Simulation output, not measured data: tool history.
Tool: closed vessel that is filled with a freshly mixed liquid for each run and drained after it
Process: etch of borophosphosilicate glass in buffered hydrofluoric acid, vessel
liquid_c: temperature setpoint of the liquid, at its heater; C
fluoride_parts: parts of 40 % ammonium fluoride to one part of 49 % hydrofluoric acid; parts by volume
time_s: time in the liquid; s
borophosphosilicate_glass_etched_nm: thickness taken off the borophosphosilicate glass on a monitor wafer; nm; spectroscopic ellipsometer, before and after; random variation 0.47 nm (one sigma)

run	hour	liquid_c	fluoride_parts	time_s	borophosphosilicate_glass_etched_nm
1	0.0	20	10.5	90	108.45
2	4.9	20	10.5	90	108.68
3	8.2	20	8.0	90	136.43
4	10.4	20	9.5	90	117.61
5	16.8	17	9.5	90	100.39
6	22.1	17	9.5	100	111.67

The next listed run, before its measurement:
7	23.8	17	10.0	100	?

Run 7 gave borophosphosilicate_glass_etched_nm 106.24 nm.
